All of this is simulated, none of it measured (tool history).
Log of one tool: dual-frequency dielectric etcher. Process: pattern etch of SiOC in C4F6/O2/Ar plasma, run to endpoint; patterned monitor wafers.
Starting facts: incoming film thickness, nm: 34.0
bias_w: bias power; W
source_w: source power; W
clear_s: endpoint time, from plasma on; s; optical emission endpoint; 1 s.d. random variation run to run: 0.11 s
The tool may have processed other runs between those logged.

{"run": 1, "day": 0.0, "bias_w": 453, "source_w": 430, "clear_s": 11.716}
{"run": 2, "day": 0.192, "bias_w": 498, "source_w": 430, "clear_s": 11.163}
{"run": 3, "day": 0.396, "bias_w": 498, "source_w": 490, "clear_s": 10.497}
{"run": 4, "day": 0.508, "bias_w": 498, "source_w": 420, "clear_s": 11.28}
{"run": 5, "day": 0.692, "bias_w": 498, "source_w": 480, "clear_s": 10.678}
{"run": 6, "day": 0.862, "bias_w": 454, "source_w": 470, "clear_s": 11.055}
{"run": 7, "day": 1.158, "bias_w": 422, "source_w": 450, "clear_s": 11.645}

Run 8 is up next; what results do you expect?
{"run": 8, "day": 1.454, "bias_w": 396, "source_w": 440, "clear_s": "?"}

clear_s: 11.788 s
